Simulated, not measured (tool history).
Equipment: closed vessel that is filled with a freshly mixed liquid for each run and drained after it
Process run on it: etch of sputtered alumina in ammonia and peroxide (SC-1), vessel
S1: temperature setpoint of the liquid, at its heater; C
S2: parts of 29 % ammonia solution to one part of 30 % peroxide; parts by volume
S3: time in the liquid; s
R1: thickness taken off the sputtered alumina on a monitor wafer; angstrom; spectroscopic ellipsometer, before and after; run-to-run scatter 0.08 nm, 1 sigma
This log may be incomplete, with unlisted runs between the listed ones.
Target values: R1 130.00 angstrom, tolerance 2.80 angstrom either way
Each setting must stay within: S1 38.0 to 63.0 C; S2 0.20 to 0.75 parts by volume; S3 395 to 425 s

Run 1, day 0.000: S1 47.0 C, S2 0.45 parts by volume, S3 395 s. Result: R1 175.72 angstrom.
Run 2, day 0.304: S1 46.0 C, S2 0.45 parts by volume, S3 395 s. Result: R1 166.85 angstrom.
Run 3, day 0.642: S1 45.0 C, S2 0.45 parts by volume, S3 395 s. Result: R1 156.50 angstrom.
Run 4, day 0.996: S1 45.0 C, S2 0.55 parts by volume, S3 395 s. Result: R1 160.61 angstrom.
Run 5, day 1.221: S1 44.5 C, S2 0.55 parts by volume, S3 395 s. Result: R1 157.01 angstrom.
Run 6, day 1.521: S1 49.0 C, S2 0.55 parts by volume, S3 395 s. Result: R1 198.82 angstrom.
Run 7, day 1.858: S1 47.5 C, S2 0.55 parts by volume, S3 395 s. Result: R1 185.06 angstrom.
Run 8, day 2.054: S1 39.5 C, S2 0.55 parts by volume, S3 395 s. Result: R1 117.50 angstrom.

Exercise: of the 5 proposed moves below, exactly one satisfies all targets within the stated allowed misses. Which move is it?
Run A, day 2.250: S1 42.5 C, S2 0.50 parts by volume, S3 395 s. Result: R1 ?.
Run B, day 2.250: S1 39.0 C, S2 0.65 parts by volume, S3 410 s. Result: R1 ?.
Run C, day 2.250: S1 41.5 C, S2 0.55 parts by volume, S3 410 s. Result: R1 ?.
Run D, day 2.250: S1 42.0 C, S2 0.55 parts by volume, S3 400 s. Result: R1 ?.
Run E, day 2.250: S1 40.0 C, S2 0.60 parts by volume, S3 425 s. Result: R1 ?.

move      R1
   A  138.81
   B  120.30
   C  137.18
   D  137.79
   E  131.30
A: takes the result that was furthest off past its target
B: moves toward the targets from the last run without getting all of them in spec
C: takes the result that was furthest off past its target
D: takes the result that was furthest off past its target
E: in spec on every target
Go with E: it meets all targets.
